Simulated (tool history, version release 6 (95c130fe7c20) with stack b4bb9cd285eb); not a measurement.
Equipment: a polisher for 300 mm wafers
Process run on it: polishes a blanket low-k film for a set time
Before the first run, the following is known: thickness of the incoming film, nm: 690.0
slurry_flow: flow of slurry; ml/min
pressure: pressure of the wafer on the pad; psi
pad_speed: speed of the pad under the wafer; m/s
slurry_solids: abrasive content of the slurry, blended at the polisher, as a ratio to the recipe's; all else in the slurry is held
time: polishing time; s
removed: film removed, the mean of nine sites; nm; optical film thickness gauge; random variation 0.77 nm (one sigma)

run  hour  slurry_flow  pressure  pad_speed  slurry_solids  time  removed
  1   0.0          135       2.4       1.22            1.0   102   63.823
  2   7.5          135       2.9       1.22            1.0   102   72.590
  3  15.2          135       2.7       1.22            1.0   102   69.165
  4  15.7          135       2.3       1.22            1.0   102   60.814
  5  23.9          135       2.3       1.22            1.0   102   61.691
  6  27.8          140       2.4       1.22            1.0   102   62.417
  7  33.6          140       2.5       1.22            1.0   102   64.544
  8  38.5          140       2.6       1.22            1.0   102   66.096

Run 9 comes next. What will it give?
  9  45.0          140       2.7       1.22            1.0   102        ?

Run 9 came out at removed 69.299 nm.
